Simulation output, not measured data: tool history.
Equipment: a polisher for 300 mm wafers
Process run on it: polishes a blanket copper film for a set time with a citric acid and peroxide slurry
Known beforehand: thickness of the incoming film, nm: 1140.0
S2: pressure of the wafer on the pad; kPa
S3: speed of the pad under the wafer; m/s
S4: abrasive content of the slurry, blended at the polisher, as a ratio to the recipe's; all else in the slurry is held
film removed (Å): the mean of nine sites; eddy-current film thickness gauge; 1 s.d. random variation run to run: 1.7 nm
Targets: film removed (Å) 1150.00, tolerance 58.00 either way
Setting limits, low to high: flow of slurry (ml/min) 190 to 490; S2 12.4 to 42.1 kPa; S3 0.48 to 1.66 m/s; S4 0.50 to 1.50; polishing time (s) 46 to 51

run 1 hour=0.0 | flow_of_slurry_(ml/min)=315 S2=26.9 S3=1.06 S4=1.00 polishing_time_(s)=51 | film_removed_(Å)=1416.00
run 2 hour=4.2 | flow_of_slurry_(ml/min)=315 S2=26.9 S3=1.06 S4=1.20 polishing_time_(s)=51 | film_removed_(Å)=1503.00
run 3 hour=10.6 | flow_of_slurry_(ml/min)=315 S2=26.9 S3=1.26 S4=1.20 polishing_time_(s)=51 | film_removed_(Å)=1769.00
run 4 hour=15.0 | flow_of_slurry_(ml/min)=315 S2=24.8 S3=1.26 S4=1.20 polishing_time_(s)=51 | film_removed_(Å)=1656.10
run 5 hour=23.3 | flow_of_slurry_(ml/min)=315 S2=22.8 S3=1.26 S4=1.20 polishing_time_(s)=51 | film_removed_(Å)=1514.00
run 6 hour=27.1 | flow_of_slurry_(ml/min)=315 S2=21.4 S3=1.26 S4=1.20 polishing_time_(s)=51 | film_removed_(Å)=1425.20
run 7 hour=32.7 | flow_of_slurry_(ml/min)=315 S2=20.7 S3=1.26 S4=1.20 polishing_time_(s)=51 | film_removed_(Å)=1391.60
run 8 hour=40.7 | flow_of_slurry_(ml/min)=315 S2=15.2 S3=1.24 S4=1.20 polishing_time_(s)=51 | film_removed_(Å)=1059.00

Which of these 4 next moves meets every target?
run A hour=48.7 | flow_of_slurry_(ml/min)=250 S2=17.2 S3=1.26 S4=1.05 polishing_time_(s)=51 | film_removed_(Å)=?
run B hour=48.7 | flow_of_slurry_(ml/min)=345 S2=13.1 S3=1.38 S4=1.05 polishing_time_(s)=49 | film_removed_(Å)=?
run C hour=48.7 | flow_of_slurry_(ml/min)=320 S2=14.5 S3=1.30 S4=1.25 polishing_time_(s)=50 | film_removed_(Å)=?
run D hour=48.7 | flow_of_slurry_(ml/min)=335 S2=14.5 S3=1.24 S4=1.30 polishing_time_(s)=46 | film_removed_(Å)=?

move=A film_removed_(Å)=1127.30
move=B film_removed_(Å)=952.69
move=C film_removed_(Å)=1036.40
move=D film_removed_(Å)=922.44
A: every result lands within tolerance
B: moves away from the targets compared with the last run
C: moves away from the targets compared with the last run
D: moves away from the targets compared with the last run
The right move is A.

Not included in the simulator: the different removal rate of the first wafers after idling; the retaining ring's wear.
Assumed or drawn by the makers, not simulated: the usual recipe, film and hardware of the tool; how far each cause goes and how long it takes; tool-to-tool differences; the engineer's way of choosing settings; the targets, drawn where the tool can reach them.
